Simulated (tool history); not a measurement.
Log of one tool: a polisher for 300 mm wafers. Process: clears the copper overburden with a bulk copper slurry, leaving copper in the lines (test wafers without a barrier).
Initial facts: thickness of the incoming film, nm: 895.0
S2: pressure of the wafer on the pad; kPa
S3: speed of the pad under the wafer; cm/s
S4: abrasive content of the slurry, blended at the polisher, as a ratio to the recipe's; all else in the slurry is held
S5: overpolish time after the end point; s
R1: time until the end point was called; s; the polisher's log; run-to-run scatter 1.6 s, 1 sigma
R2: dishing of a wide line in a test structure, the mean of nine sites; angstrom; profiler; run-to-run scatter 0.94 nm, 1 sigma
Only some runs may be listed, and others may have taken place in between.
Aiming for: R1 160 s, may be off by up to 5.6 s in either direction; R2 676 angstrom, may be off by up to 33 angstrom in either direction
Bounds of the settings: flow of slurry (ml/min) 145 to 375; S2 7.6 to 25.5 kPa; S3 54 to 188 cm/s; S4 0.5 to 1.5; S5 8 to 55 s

run 1 hour=0 | flow_of_slurry_(ml/min)=240 S2=16.5 S3=120 S4=1 S5=28 | R1=115.6 R2=767.54
run 2 hour=3.5 | flow_of_slurry_(ml/min)=240 S2=15.2 S3=120 S4=1 S5=29 | R1=124.39 R2=728.33
run 3 hour=4.5 | flow_of_slurry_(ml/min)=240 S2=15.2 S3=120 S4=1 S5=34 | R1=125.7 R2=774.54
run 4 hour=9 | flow_of_slurry_(ml/min)=240 S2=15.2 S3=120 S4=1 S5=42 | R1=124.03 R2=806.37
run 5 hour=16.8 | flow_of_slurry_(ml/min)=240 S2=13.8 S3=120 S4=1 S5=41 | R1=134.18 R2=794.97
run 6 hour=23.7 | flow_of_slurry_(ml/min)=295 S2=13.8 S3=120 S4=1 S5=41 | R1=134.07 R2=762.9
run 7 hour=24.9 | flow_of_slurry_(ml/min)=295 S2=13.1 S3=120 S4=1 S5=40 | R1=140.92 R2=751.56
run 8 hour=30.3 | flow_of_slurry_(ml/min)=295 S2=12.4 S3=120 S4=1 S5=38 | R1=147.49 R2=714.58

Which of these 5 next moves meets every target?
run A hour=35.7 | flow_of_slurry_(ml/min)=205 S2=17.9 S3=96 S4=1 S5=30 | R1=? R2=?
run B hour=35.7 | flow_of_slurry_(ml/min)=280 S2=11 S3=128 S4=0.9 S5=38 | R1=? R2=?
run C hour=35.7 | flow_of_slurry_(ml/min)=245 S2=14.5 S3=118 S4=1 S5=53 | R1=? R2=?
run D hour=35.7 | flow_of_slurry_(ml/min)=240 S2=13.1 S3=104 S4=1.25 S5=47 | R1=? R2=?
run E hour=35.7 | flow_of_slurry_(ml/min)=335 S2=16.5 S3=100 S4=1.05 S5=31 | R1=? R2=?

move=A R1=132.81 R2=776.55
move=B R1=160.3 R2=698.51
move=C R1=131.45 R2=852.87
move=D R1=154.55 R2=784.86
move=E R1=130.31 R2=777.83
A: further off than the last run
B: all results in spec
C: further off than the last run
D: meets the target for the result that was furthest off, but another lies outside its allowed miss
E: further off than the last run
Correct choice: B, which meets every target
